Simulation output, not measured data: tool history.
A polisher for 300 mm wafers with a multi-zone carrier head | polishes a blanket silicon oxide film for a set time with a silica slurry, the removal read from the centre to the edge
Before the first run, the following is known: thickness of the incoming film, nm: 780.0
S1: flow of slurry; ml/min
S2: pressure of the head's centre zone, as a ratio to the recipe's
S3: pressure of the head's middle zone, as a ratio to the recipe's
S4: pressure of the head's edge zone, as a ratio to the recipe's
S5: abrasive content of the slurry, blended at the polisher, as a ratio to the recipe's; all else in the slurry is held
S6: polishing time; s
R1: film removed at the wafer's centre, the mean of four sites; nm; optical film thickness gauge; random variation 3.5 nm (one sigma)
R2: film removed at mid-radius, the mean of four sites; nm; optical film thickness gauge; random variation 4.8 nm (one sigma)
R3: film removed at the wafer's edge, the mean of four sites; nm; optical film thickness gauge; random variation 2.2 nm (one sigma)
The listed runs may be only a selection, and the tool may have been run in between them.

| run | hour | S1 | S2 | S3 | S4 | S5 | S6 | R1 | R2 | R3 |
|---|---|---|---|---|---|---|---|---|---|---|
| 1 | 0.0 | 130 | 1.00 | 1.00 | 1.00 | 1.00 | 62 | 171.91 | 175.38 | 179.99 |
| 2 | 2.2 | 140 | 1.01 | 1.04 | 1.03 | 1.15 | 65 | 202.83 | 209.98 | 214.95 |
| 3 | 6.6 | 140 | 1.01 | 1.04 | 1.03 | 1.15 | 78 | 239.36 | 253.65 | 254.76 |
| 4 | 9.3 | 150 | 1.03 | 1.07 | 1.05 | 1.15 | 78 | 258.29 | 259.18 | 262.43 |
| 5 | 15.9 | 170 | 1.03 | 1.07 | 1.05 | 1.15 | 78 | 267.57 | 276.47 | 265.71 |
| 6 | 22.5 | 175 | 1.03 | 1.09 | 1.07 | 1.15 | 78 | 264.06 | 277.84 | 270.65 |
| 7 | 24.5 | 180 | 1.03 | 1.11 | 1.08 | 1.20 | 78 | 277.54 | 284.84 | 278.72 |
| 8 | 27.9 | 185 | 1.02 | 1.12 | 1.07 | 1.25 | 78 | 281.98 | 298.04 | 285.94 |

What does the tool deliver on the next run?
| 9 | 30.7 | 190 | 1.02 | 1.13 | 1.07 | 1.25 | 78 | ? | ? | ? |

Run 9 yielded R1 279.64 nm, R2 308.17 nm, R3 290.53 nm.
